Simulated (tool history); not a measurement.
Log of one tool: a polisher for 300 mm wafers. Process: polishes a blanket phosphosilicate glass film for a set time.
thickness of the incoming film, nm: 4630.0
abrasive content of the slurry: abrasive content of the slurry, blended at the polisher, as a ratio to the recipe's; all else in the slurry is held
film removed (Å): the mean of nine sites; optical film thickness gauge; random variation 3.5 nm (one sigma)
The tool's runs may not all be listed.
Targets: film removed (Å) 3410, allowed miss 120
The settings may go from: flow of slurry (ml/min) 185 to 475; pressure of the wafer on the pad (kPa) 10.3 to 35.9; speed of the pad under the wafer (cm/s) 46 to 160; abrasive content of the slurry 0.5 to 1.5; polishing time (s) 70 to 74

run,hour,flow of slurry (ml/min),pressure of the wafer on the pad (kPa),speed of the pad under the wafer (cm/s),abrasive content of the slurry,polishing time (s),film removed (Å)
1,0,305,22.8,102,1,70,5929.6
2,7.5,305,20,102,1,70,5262.6
3,8.8,305,20,102,1,70,5150
4,15.5,305,18.6,102,1,70,4879.6
5,17.9,305,17.2,102,1,70,4617.2
6,22,305,17.2,102,1,74,4841.4
7,26.4,305,15.9,102,1,74,4381.5
8,33.9,305,15.2,102,1,74,4319.5
9,38.3,305,14.5,102,1,74,4132.9
10,44,305,13.8,102,1,74,3943.5
11,51.7,305,13.1,102,1,74,3791.4
12,57.1,305,12.4,102,1,74,3624

4 next moves are on the table. One of them brings every result within its allowed miss. Which?
A,62.5,275,13.1,72,1.25,74,?
B,62.5,295,12.4,96,1.1,70,?
C,62.5,315,11.7,100,0.95,70,?
D,62.5,265,11,100,1.05,73,?

move,film removed (Å)
A,3120.9
B,3389.5
C,3144.4
D,3199.2
A: takes the result that was furthest off past its target
B: meets every target
C: takes the result that was furthest off past its target
D: takes the result that was furthest off past its target
Move B is the one to make.
